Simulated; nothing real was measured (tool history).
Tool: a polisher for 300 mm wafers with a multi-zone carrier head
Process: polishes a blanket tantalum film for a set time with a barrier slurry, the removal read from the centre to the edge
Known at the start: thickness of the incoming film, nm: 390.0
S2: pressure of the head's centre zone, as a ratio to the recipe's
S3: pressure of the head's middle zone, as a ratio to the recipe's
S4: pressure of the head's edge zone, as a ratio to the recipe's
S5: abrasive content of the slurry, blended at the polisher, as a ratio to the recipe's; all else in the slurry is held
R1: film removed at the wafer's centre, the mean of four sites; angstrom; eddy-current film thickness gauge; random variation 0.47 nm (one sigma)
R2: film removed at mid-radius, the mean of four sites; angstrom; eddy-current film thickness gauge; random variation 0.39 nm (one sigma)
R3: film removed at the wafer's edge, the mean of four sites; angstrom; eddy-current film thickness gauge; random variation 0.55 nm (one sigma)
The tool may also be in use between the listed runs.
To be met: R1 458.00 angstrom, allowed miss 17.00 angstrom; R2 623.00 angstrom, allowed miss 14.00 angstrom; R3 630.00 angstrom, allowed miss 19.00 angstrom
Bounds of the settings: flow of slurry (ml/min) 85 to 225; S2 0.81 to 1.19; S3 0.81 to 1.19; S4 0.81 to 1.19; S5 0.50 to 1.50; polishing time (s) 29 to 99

{"run": 1, "hour": 0.0, "flow of slurry (ml/min)": 145, "S2": 1.0, "S3": 1.0, "S4": 1.0, "S5": 1.0, "polishing time (s)": 64, "R1": 1127.4, "R2": 1161.4, "R3": 1130.4}
{"run": 2, "hour": 4.0, "flow of slurry (ml/min)": 145, "S2": 1.0, "S3": 1.04, "S4": 1.0, "S5": 1.0, "polishing time (s)": 64, "R1": 1142.3, "R2": 1198.7, "R3": 1156.5}
{"run": 3, "hour": 5.5, "flow of slurry (ml/min)": 145, "S2": 1.0, "S3": 1.04, "S4": 1.0, "S5": 1.15, "polishing time (s)": 64, "R1": 1156.4, "R2": 1247.9, "R3": 1182.3}
{"run": 4, "hour": 10.8, "flow of slurry (ml/min)": 170, "S2": 1.0, "S3": 1.04, "S4": 1.0, "S5": 1.15, "polishing time (s)": 64, "R1": 1238.5, "R2": 1267.4, "R3": 1209.4}
{"run": 5, "hour": 19.8, "flow of slurry (ml/min)": 145, "S2": 0.94, "S3": 1.03, "S4": 1.01, "S5": 0.95, "polishing time (s)": 55, "R1": 918.92, "R2": 1028.5, "R3": 962.53}
{"run": 6, "hour": 25.1, "flow of slurry (ml/min)": 145, "S2": 0.86, "S3": 1.03, "S4": 1.01, "S5": 0.95, "polishing time (s)": 55, "R1": 827.33, "R2": 1019.9, "R3": 976.22}
{"run": 7, "hour": 27.3, "flow of slurry (ml/min)": 125, "S2": 0.84, "S3": 1.03, "S4": 1.06, "S5": 0.85, "polishing time (s)": 48, "R1": 660.96, "R2": 826.64, "R3": 834.57}
{"run": 8, "hour": 34.7, "flow of slurry (ml/min)": 115, "S2": 0.83, "S3": 1.05, "S4": 1.07, "S5": 0.75, "polishing time (s)": 45, "R1": 581.72, "R2": 752.68, "R3": 737.53}
{"run": 9, "hour": 37.8, "flow of slurry (ml/min)": 105, "S2": 0.82, "S3": 1.06, "S4": 1.1, "S5": 0.7, "polishing time (s)": 44, "R1": 535.24, "R2": 712.52, "R3": 706.14}
{"run": 10, "hour": 46.5, "flow of slurry (ml/min)": 100, "S2": 0.82, "S3": 1.06, "S4": 1.11, "S5": 0.65, "polishing time (s)": 44, "R1": 513.97, "R2": 674.46, "R3": 689.62}
{"run": 11, "hour": 54.1, "flow of slurry (ml/min)": 95, "S2": 0.82, "S3": 1.07, "S4": 1.11, "S5": 0.6, "polishing time (s)": 44, "R1": 490.19, "R2": 664.05, "R3": 662.68}
{"run": 12, "hour": 61.9, "flow of slurry (ml/min)": 90, "S2": 0.82, "S3": 1.07, "S4": 1.11, "S5": 0.6, "polishing time (s)": 44, "R1": 476.87, "R2": 639.38, "R3": 651.24}

Which of these 4 next moves meets every target?
{"run": "A", "hour": 69.7, "flow of slurry (ml/min)": 90, "S2": 0.83, "S3": 1.1, "S4": 1.14, "S5": 0.55, "polishing time (s)": 42, "R1": "?", "R2": "?", "R3": "?"}
{"run": "B", "hour": 69.7, "flow of slurry (ml/min)": 100, "S2": 0.88, "S3": 1.1, "S4": 1.17, "S5": 0.55, "polishing time (s)": 43, "R1": "?", "R2": "?", "R3": "?"}
{"run": "C", "hour": 69.7, "flow of slurry (ml/min)": 100, "S2": 0.81, "S3": 1.18, "S4": 1.17, "S5": 0.6, "polishing time (s)": 40, "R1": "?", "R2": "?", "R3": "?"}
{"run": "D", "hour": 69.7, "flow of slurry (ml/min)": 85, "S2": 0.81, "S3": 1.1, "S4": 1.04, "S5": 0.6, "polishing time (s)": 44, "R1": "?", "R2": "?", "R3": "?"}

move=A R1=459.05 R2=616.93 R3=625.14
move=B R1=520.93 R2=655.74 R3=665.14
move=C R1=457.12 R2=664.32 R3=633.41
move=D R1=468.25 R2=647.66 R3=631.48
A: meets every target
B: further off than the last run
C: further off than the last run
D: further off than the last run
Move A is the one to make.
